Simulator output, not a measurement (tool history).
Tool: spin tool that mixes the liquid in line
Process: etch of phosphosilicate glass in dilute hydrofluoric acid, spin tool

run	hour	temperature setpoint of the liquid (°C)	parts of water to one part of 49 % hydrofluoric acid (parts by volume)	time under the liquid (s)	thickness taken off the phosphosilicate glass on a monitor wafer (angstrom)
1	0.0	21.0	70	15	320.73
2	2.4	21.0	55	15	425.14
3	9.4	20.0	60	15	369.92
4	16.5	20.0	85	15	251.91
5	23.0	19.5	85	15	246.57
6	25.2	19.5	110	15	187.39
7	28.7	20.5	110	15	194.26
8	35.9	21.5	110	15	201.28
9	41.3	22.0	110	15	204.96
10	44.2	22.5	110	15	210.64

Run 11 comes next. What will it give?
11	44.8	23.0	110	15	?

thickness taken off the phosphosilicate glass on a monitor wafer (angstrom): 214.13
